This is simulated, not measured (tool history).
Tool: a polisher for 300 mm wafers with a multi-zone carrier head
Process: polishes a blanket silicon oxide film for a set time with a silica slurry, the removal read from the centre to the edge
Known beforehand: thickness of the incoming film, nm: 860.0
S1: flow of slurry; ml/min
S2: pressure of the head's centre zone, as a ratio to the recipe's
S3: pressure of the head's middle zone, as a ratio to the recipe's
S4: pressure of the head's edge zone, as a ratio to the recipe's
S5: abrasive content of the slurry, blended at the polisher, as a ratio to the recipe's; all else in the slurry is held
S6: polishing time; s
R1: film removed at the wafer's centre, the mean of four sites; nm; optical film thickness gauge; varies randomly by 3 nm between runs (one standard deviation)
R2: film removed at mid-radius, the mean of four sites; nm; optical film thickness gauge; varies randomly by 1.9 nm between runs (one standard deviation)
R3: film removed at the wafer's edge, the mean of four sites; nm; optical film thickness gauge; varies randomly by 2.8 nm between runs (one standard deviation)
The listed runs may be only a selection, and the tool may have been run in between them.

run 1 day=0 | S1=195 S2=1 S3=1 S4=1 S5=1 S6=73 | R1=306.25 R2=293.68 R3=308.09
run 2 day=0.279 | S1=195 S2=1 S3=1 S4=1.07 S5=1 S6=73 | R1=300.26 R2=299.51 R3=322.38
run 3 day=0.362 | S1=195 S2=1 S3=1 S4=1 S5=1 S6=73 | R1=297.61 R2=297.21 R3=305.22
run 4 day=0.571 | S1=195 S2=1 S3=1 S4=1 S5=1 S6=90 | R1=368.91 R2=367.34 R3=384.92
run 5 day=0.788 | S1=200 S2=1 S3=1.03 S4=0.94 S5=0.85 S6=82 | R1=322.73 R2=325.99 R3=317.67
-- day=0.929 slurry nozzle cleaned
run 6 day=0.929 | S1=200 S2=1 S3=1.03 S4=0.94 S5=0.7 S6=82 | R1=312.64 R2=324.51 R3=311.92
run 7 day=1.017 | S1=200 S2=1.01 S3=1.04 S4=0.9 S5=0.65 S6=74 | R1=285.86 R2=286.51 R3=279.28
run 8 day=1.104 | S1=215 S2=1.02 S3=1.09 S4=0.87 S5=0.6 S6=65 | R1=248.69 R2=253.97 R3=231.68

The next listed run, before its measurement:
run 9 day=1.462 | S1=220 S2=1.03 S3=1.1 S4=0.86 S5=0.55 S6=62 | R1=? R2=? R3=?

R1: 232.68 nm
R2: 241.61 nm
R3: 215.27 nm
